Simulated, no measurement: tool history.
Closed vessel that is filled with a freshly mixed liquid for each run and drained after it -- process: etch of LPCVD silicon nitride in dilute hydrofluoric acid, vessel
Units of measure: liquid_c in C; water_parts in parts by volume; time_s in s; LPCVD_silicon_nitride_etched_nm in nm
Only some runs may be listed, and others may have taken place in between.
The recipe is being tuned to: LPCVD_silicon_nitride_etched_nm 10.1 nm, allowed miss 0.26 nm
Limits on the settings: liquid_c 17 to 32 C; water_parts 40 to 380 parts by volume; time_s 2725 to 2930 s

run  hour  liquid_c  water_parts  time_s  LPCVD_silicon_nitride_etched_nm
  1     0        24          210    2725                           7.7094
  2   7.9      24.5          210    2725                           8.0019
  3    14      24.5          210    2930                           8.5658
  4  14.8        25          210    2930                           8.7847
  5  23.4      22.5          210    2930                           7.5527
  6  26.7        19          210    2930                           5.9694
  7  30.1        20          210    2930                           6.4248
  8  36.4        21          210    2930                           6.8429
  9  40.4      21.5          210    2930                           7.0566
 10  41.6      21.5          210    2930                           7.0431
 11  43.8      21.5          210    2930                           7.0267
 12  51.6        22          210    2930                           7.2726
 13  56.3      22.5          210    2930                           7.5508
 14  59.2        23          210    2930                           7.7218
 15  62.7      23.5          210    2930                            7.974
 16  64.8        24          210    2930                            8.304
 17  66.5      24.5          210    2930                           8.6114
 18  74.8        25          210    2930                            8.843
 19  80.4        26          210    2930                           9.3429

Of the 4 settings listed for the next run, only one would bring every result within its allowed miss of target. Which one?
  A    86      28.5          240    2930                                ?
  B    86        25          185    2930                                ?
  C    86        25          205    2930                                ?
  D    86        23          185    2865                                ?

move  LPCVD_silicon_nitride_etched_nm
   A                           9.5878
   B                           10.046
   C                           9.0703
   D                           8.6492
A: gains on the last run, yet a result remains outside its allowed miss
B: every result lands within tolerance
C: moves away from the targets compared with the last run
D: moves away from the targets compared with the last run
The right move is B.
